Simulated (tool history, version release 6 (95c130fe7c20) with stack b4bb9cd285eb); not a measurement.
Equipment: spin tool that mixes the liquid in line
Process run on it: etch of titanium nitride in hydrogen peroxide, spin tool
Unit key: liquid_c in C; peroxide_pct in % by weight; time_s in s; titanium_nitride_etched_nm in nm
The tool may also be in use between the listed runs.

| run | day | liquid_c | peroxide_pct | time_s | titanium_nitride_etched_nm |
|---|---|---|---|---|---|
| 1 | 0 | 58 | 25.5 | 265 | 14.847 |
| 2 | 0.375 | 60 | 26 | 265 | 16.766 |
| 3 | 0.5 | 61.5 | 26.5 | 270 | 18.888 |
| 4 | 0.7 | 62.5 | 26.5 | 270 | 20.052 |
| 5 | 1.058 | 57.5 | 26.5 | 270 | 14.417 |
| 6 | 1.1 | 57.5 | 28.5 | 270 | 14.84 |

For run 7, what comes out?
| 7 | 1.392 | 59.5 | 28.5 | 270 | ? |

Run 7 produced titanium_nitride_etched_nm 16.844 nm.
